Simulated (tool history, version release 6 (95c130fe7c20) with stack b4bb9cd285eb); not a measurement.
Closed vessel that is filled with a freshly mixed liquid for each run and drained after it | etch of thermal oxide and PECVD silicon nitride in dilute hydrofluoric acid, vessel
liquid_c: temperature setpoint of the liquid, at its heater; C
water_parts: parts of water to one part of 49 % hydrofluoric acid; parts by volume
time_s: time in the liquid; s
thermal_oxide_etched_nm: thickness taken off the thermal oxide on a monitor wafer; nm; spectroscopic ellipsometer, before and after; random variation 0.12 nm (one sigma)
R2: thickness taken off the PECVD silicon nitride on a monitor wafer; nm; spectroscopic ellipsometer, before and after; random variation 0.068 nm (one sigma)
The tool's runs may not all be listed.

{"run": 1, "hour": 0.0, "liquid_c": 24, "water_parts": 80, "time_s": 190, "thermal_oxide_etched_nm": 10.488, "R2": 9.9825}
{"run": 2, "hour": 8.7, "liquid_c": 24, "water_parts": 80, "time_s": 240, "thermal_oxide_etched_nm": 13.261, "R2": 12.665}
{"run": 3, "hour": 10.3, "liquid_c": 24, "water_parts": 80, "time_s": 180, "thermal_oxide_etched_nm": 9.8225, "R2": 9.507}
{"run": 4, "hour": 14.5, "liquid_c": 26, "water_parts": 80, "time_s": 180, "thermal_oxide_etched_nm": 10.72, "R2": 10.821}
{"run": 5, "hour": 19.6, "liquid_c": 26, "water_parts": 100, "time_s": 180, "thermal_oxide_etched_nm": 8.2127, "R2": 8.6999}
{"run": 6, "hour": 24.3, "liquid_c": 26, "water_parts": 125, "time_s": 180, "thermal_oxide_etched_nm": 6.4537, "R2": 6.9635}
{"run": 7, "hour": 29.8, "liquid_c": 27.5, "water_parts": 110, "time_s": 180, "thermal_oxide_etched_nm": 7.9014, "R2": 8.7033}
{"run": 8, "hour": 39.0, "liquid_c": 28.5, "water_parts": 100, "time_s": 180, "thermal_oxide_etched_nm": 9.1447, "R2": 10.192}

The next listed run, before its measurement:
{"run": 9, "hour": 46.8, "liquid_c": 29.5, "water_parts": 90, "time_s": 180, "thermal_oxide_etched_nm": "?", "R2": "?"}

{"run 9": {"thermal_oxide_etched_nm": 10.774, "R2": 12.111}}

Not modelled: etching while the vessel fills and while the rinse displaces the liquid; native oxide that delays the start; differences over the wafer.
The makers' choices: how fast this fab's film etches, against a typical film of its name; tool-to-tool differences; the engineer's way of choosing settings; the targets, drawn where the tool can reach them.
